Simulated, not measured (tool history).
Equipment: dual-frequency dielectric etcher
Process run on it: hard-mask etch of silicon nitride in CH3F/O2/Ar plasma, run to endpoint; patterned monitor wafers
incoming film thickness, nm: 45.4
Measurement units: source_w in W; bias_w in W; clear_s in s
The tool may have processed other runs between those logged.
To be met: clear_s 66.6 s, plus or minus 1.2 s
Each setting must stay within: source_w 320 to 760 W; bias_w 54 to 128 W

| run | hour | source_w | bias_w | clear_s |
|---|---|---|---|---|
| 1 | 0 | 540 | 91 | 57.607 |
| 2 | 0.6 | 540 | 83 | 58.894 |
| 3 | 2.6 | 510 | 82 | 60.464 |
| 4 | 6.4 | 480 | 81 | 61.489 |
| 5 | 12.8 | 460 | 80 | 62.595 |
| 6 | 17.4 | 510 | 80 | 60.408 |
| 7 | 26.1 | 480 | 79 | 61.807 |
| 8 | 27.6 | 460 | 78 | 62.687 |
| 9 | 29.3 | 440 | 77 | 64.891 |

Consider the 5 candidate settings below. Which is the only one whose results all fall within their allowed miss of target?
| A | 31 | 370 | 83 | ? |
| B | 31 | 440 | 79 | ? |
| C | 31 | 400 | 64 | ? |
| D | 31 | 370 | 73 | ? |
| E | 31 | 330 | 80 | ? |

| move | clear_s |
|---|---|
| A | 66.366 |
| B | 63.717 |
| C | 69.594 |
| D | 68.839 |
| E | 69.489 |
A: all results in spec
B: the biggest miss grows against the last run
C: the result that was furthest off in the last run now lies on the other side of its target
D: the result that was furthest off in the last run now lies on the other side of its target
E: the result that was furthest off in the last run now lies on the other side of its target
The right move is A.
